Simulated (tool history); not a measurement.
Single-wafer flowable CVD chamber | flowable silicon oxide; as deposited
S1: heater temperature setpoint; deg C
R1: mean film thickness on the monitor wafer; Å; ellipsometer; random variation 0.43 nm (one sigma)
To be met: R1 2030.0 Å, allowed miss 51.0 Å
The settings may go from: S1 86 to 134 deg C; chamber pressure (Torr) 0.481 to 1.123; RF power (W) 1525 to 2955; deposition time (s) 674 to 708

run 1 hour=0.0 | S1=110 chamber_pressure_(Torr)=0.802 RF_power_(W)=2240 deposition_time_(s)=708 | R1=3150.9
run 2 hour=7.3 | S1=114 chamber_pressure_(Torr)=0.801 RF_power_(W)=2240 deposition_time_(s)=708 | R1=2790.3
run 3 hour=15.8 | S1=114 chamber_pressure_(Torr)=0.932 RF_power_(W)=2240 deposition_time_(s)=708 | R1=3219.2
run 4 hour=24.1 | S1=114 chamber_pressure_(Torr)=0.932 RF_power_(W)=2240 deposition_time_(s)=674 | R1=3058.4
run 5 hour=29.3 | S1=114 chamber_pressure_(Torr)=0.872 RF_power_(W)=2240 deposition_time_(s)=674 | R1=2881.0
run 6 hour=37.5 | S1=104 chamber_pressure_(Torr)=0.872 RF_power_(W)=2240 deposition_time_(s)=674 | R1=3922.3
run 7 hour=42.7 | S1=109 chamber_pressure_(Torr)=0.870 RF_power_(W)=2240 deposition_time_(s)=674 | R1=3338.4
-- hour=50.6 thermocouple changed; heater temperature recalibrated
run 8 hour=50.6 | S1=113 chamber_pressure_(Torr)=0.869 RF_power_(W)=2240 deposition_time_(s)=674 | R1=2666.5
run 9 hour=56.8 | S1=115 chamber_pressure_(Torr)=0.869 RF_power_(W)=2240 deposition_time_(s)=674 | R1=2510.3
run 10 hour=61.0 | S1=116 chamber_pressure_(Torr)=0.869 RF_power_(W)=2240 deposition_time_(s)=674 | R1=2443.8
run 11 hour=62.9 | S1=117 chamber_pressure_(Torr)=0.869 RF_power_(W)=2240 deposition_time_(s)=674 | R1=2372.9
run 12 hour=64.2 | S1=117 chamber_pressure_(Torr)=0.869 RF_power_(W)=2240 deposition_time_(s)=674 | R1=2371.8
run 13 hour=72.0 | S1=118 chamber_pressure_(Torr)=0.869 RF_power_(W)=2240 deposition_time_(s)=674 | R1=2306.1
run 14 hour=73.4 | S1=119 chamber_pressure_(Torr)=0.869 RF_power_(W)=2240 deposition_time_(s)=674 | R1=2234.8
run 15 hour=80.7 | S1=120 chamber_pressure_(Torr)=0.869 RF_power_(W)=2240 deposition_time_(s)=674 | R1=2176.4
run 16 hour=82.0 | S1=121 chamber_pressure_(Torr)=0.869 RF_power_(W)=2240 deposition_time_(s)=674 | R1=2122.0

Which of these 5 next moves meets every target?
run A hour=83.3 | S1=128 chamber_pressure_(Torr)=1.026 RF_power_(W)=2300 deposition_time_(s)=708 | R1=?
run B hour=83.3 | S1=123 chamber_pressure_(Torr)=0.966 RF_power_(W)=2255 deposition_time_(s)=693 | R1=?
run C hour=83.3 | S1=122 chamber_pressure_(Torr)=0.863 RF_power_(W)=2170 deposition_time_(s)=697 | R1=?
run D hour=83.3 | S1=121 chamber_pressure_(Torr)=0.812 RF_power_(W)=2310 deposition_time_(s)=693 | R1=?
run E hour=83.3 | S1=127 chamber_pressure_(Torr)=0.990 RF_power_(W)=2205 deposition_time_(s)=697 | R1=?

move=A R1=2202.5
move=B R1=2298.1
move=C R1=2114.5
move=D R1=2052.3
move=E R1=2134.6
A: further off than the last run
B: further off than the last run
C: nearer than the last run, and not there yet
D: meets every target
E: further off than the last run
The right move is D.
